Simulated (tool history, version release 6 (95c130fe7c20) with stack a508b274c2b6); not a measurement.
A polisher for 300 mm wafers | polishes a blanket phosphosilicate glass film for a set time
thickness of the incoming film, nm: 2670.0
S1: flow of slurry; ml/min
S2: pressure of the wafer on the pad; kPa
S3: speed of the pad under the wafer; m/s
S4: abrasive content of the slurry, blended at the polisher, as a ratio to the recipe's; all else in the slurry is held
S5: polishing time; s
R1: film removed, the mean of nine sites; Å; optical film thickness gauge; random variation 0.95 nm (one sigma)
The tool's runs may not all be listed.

run  hour   S1    S2    S3   S4  S5      R1
  1   0.0  245  28.3  0.80  1.0  23  2262.8
  2   1.1  240  25.5  0.80  1.0  23  2060.6
  3   2.9  240  23.4  0.80  1.0  23  1877.6
  4   4.9  240  22.1  0.80  1.0  23  1786.1
  5  11.0  240  20.7  0.80  1.0  23  1676.8
  6  18.2  240  20.7  0.96  1.0  23  1920.7
  7  24.1  240  19.3  0.96  1.0  23  1783.4
  8  30.7  240  17.9  0.96  1.0  23  1691.5
  9  33.9  240  17.2  0.96  1.0  23  1607.1
 10  39.9  240  16.5  0.96  1.0  23  1557.3

Run 11 comes next. What will it give?
 11  45.6  220  13.1  0.96  1.0  23   ?

Run 11 gave R1 1218.0 Å.
